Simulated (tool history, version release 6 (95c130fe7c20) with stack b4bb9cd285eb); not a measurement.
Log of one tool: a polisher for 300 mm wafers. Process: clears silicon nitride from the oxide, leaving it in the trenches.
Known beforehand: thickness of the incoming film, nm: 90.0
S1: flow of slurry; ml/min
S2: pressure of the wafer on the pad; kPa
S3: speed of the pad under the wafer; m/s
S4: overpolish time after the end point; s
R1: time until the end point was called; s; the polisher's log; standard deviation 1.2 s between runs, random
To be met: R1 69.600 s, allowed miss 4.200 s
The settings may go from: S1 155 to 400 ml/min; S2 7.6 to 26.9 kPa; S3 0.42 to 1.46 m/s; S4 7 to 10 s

{"run": 1, "day": 0.0, "S1": 255, "S2": 17.2, "S3": 0.94, "S4": 10, "R1": 109.79}
{"run": 2, "day": 0.362, "S1": 255, "S2": 17.2, "S3": 0.94, "S4": 7, "R1": 114.06}
{"run": 3, "day": 0.438, "S1": 315, "S2": 17.2, "S3": 0.94, "S4": 7, "R1": 108.23}
{"run": 4, "day": 0.725, "S1": 315, "S2": 18.6, "S3": 0.94, "S4": 7, "R1": 100.21}
{"run": 5, "day": 0.871, "S1": 315, "S2": 21.4, "S3": 0.94, "S4": 7, "R1": 90.399}
{"run": 6, "day": 0.938, "S1": 315, "S2": 21.4, "S3": 0.82, "S4": 7, "R1": 96.396}
{"run": 7, "day": 1.242, "S1": 315, "S2": 22.8, "S3": 0.84, "S4": 7, "R1": 90.7}
{"run": 8, "day": 1.321, "S1": 315, "S2": 23.4, "S3": 0.86, "S4": 7, "R1": 87.534}
{"run": 9, "day": 1.529, "S1": 315, "S2": 24.1, "S3": 0.88, "S4": 7, "R1": 81.082}

Below are 5 possible settings for the next run. Only one of them brings all results inside the allowed miss of their targets. Which is it?
{"run": "A", "day": 1.738, "S1": 375, "S2": 25.5, "S3": 1.0, "S4": 7, "R1": "?"}
{"run": "B", "day": 1.738, "S1": 400, "S2": 26.9, "S3": 0.72, "S4": 10, "R1": "?"}
{"run": "C", "day": 1.738, "S1": 325, "S2": 22.1, "S3": 0.9, "S4": 8, "R1": "?"}
{"run": "D", "day": 1.738, "S1": 280, "S2": 22.1, "S3": 0.88, "S4": 10, "R1": "?"}
{"run": "E", "day": 1.738, "S1": 250, "S2": 24.8, "S3": 0.96, "S4": 10, "R1": "?"}

move=A R1=70.598
move=B R1=84.410
move=C R1=88.965
move=D R1=91.716
move=E R1=77.663
A: in spec on every target
B: moves away from the targets compared with the last run
C: moves away from the targets compared with the last run
D: moves away from the targets compared with the last run
E: moves toward the targets from the last run without getting all of them in spec
Correct choice: A, which meets every target

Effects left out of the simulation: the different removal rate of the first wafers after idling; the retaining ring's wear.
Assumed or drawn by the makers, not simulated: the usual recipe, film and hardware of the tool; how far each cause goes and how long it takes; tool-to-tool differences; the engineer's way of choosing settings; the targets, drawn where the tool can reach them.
